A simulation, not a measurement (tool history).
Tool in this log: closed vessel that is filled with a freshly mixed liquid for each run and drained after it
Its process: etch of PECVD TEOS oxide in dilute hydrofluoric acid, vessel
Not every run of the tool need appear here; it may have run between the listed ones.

run  hour  temperature setpoint of the liquid (K)  parts of water to one part of 49 % hydrofluoric acid (parts by volume)  time in the liquid (s)  thickness taken off the PECVD TEOS oxide on a monitor wafer (nm)
  1   0.0                                  295.15                                                                      60                     160                                                            41.954
  2   6.3                                  295.15                                                                      60                     170                                                            44.525
  3   9.1                                  294.65                                                                      60                     170                                                            43.558
  4  17.6                                  294.15                                                                      60                     170                                                            42.631
  5  23.8                                  293.65                                                                      60                     170                                                            41.823
  6  31.3                                  293.65                                                                      60                     160                                                            38.974
  7  38.5                                  293.15                                                                      60                     160                                                            38.155
  8  42.3                                  292.65                                                                      60                     160                                                            37.589

Run 9 is up next; what results do you expect?
  9  48.0                                  291.15                                                                      70                     160                                                                 ?

Run 9 gave thickness taken off the PECVD TEOS oxide on a monitor wafer (nm) 29.818.
